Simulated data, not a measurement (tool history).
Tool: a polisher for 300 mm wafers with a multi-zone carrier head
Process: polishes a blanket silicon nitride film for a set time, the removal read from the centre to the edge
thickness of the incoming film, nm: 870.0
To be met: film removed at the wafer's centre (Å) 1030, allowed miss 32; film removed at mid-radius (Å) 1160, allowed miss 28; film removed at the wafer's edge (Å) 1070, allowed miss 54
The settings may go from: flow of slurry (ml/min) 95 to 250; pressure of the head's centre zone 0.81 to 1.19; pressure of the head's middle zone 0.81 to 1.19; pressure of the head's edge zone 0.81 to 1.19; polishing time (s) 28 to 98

run,hour,flow of slurry (ml/min),pressure of the head's centre zone,pressure of the head's middle zone,pressure of the head's edge zone,polishing time (s),film removed at the wafer's centre (Å),film removed at mid-radius (Å),film removed at the wafer's edge (Å)
1,0,160,1,1,1,63,1253.6,1275,1318.7
2,6.3,160,1,1,0.94,63,1244.5,1268.1,1224.5
3,11.8,125,1,1,0.94,63,1183.2,1216.9,1235.6
4,18.2,125,1,1,0.88,63,1200.7,1212.9,1158.7
5,26.1,125,1,1.05,0.88,63,1183.1,1253.7,1184.7
6,27.4,125,1,1.05,0.88,71,1323.2,1426.8,1347.6
7,30.9,130,0.98,1.03,0.87,70,1298.3,1389.5,1319.3
8,33.9,135,0.96,1.02,0.86,68,1249,1352.7,1276.5
9,38.8,135,0.95,1.02,0.85,66,1215.4,1300.3,1257.3
10,39.9,135,0.95,1.02,0.85,66,1205.5,1296.5,1225.1
11,41.8,135,0.95,1.02,0.85,66,1192.2,1324.1,1231.4
12,48.6,135,0.94,1.01,0.84,65,1167.9,1292.3,1176.9
13,53.9,130,0.93,1,0.84,65,1149.8,1263.8,1210.5
14,56.8,130,0.93,1,0.84,64,1121.9,1231.4,1198.3
15,58,130,0.93,1.01,0.84,63,1108.1,1223.1,1160.9
16,62.1,130,0.93,1.01,0.84,62,1096.1,1207.6,1165.5

5 next moves are on the table. One of them brings every result within its allowed miss. Which?
A,66.2,95,0.87,0.92,0.96,70,?,?,?
B,66.2,155,0.96,1.08,0.89,54,?,?,?
C,66.2,120,0.94,1.02,1,65,?,?,?
D,66.2,165,0.98,1.09,0.81,59,?,?,?
E,66.2,120,0.86,1.08,0.87,65,?,?,?

move,film removed at the wafer's centre (Å),film removed at mid-radius (Å),film removed at the wafer's edge (Å)
A,1049,1171.7,1280.7
B,1020.1,1159.8,1030.4
C,1131,1260.9,1262.7
D,1152.5,1291.5,1088.1
E,1034.4,1324.5,1182.2
A: brings the result that was furthest off to its target, and leaves another outside
B: meets every target
C: further off than the last run
D: further off than the last run
E: brings the result that was furthest off to its target, and leaves another outside
Move B is the one to make.
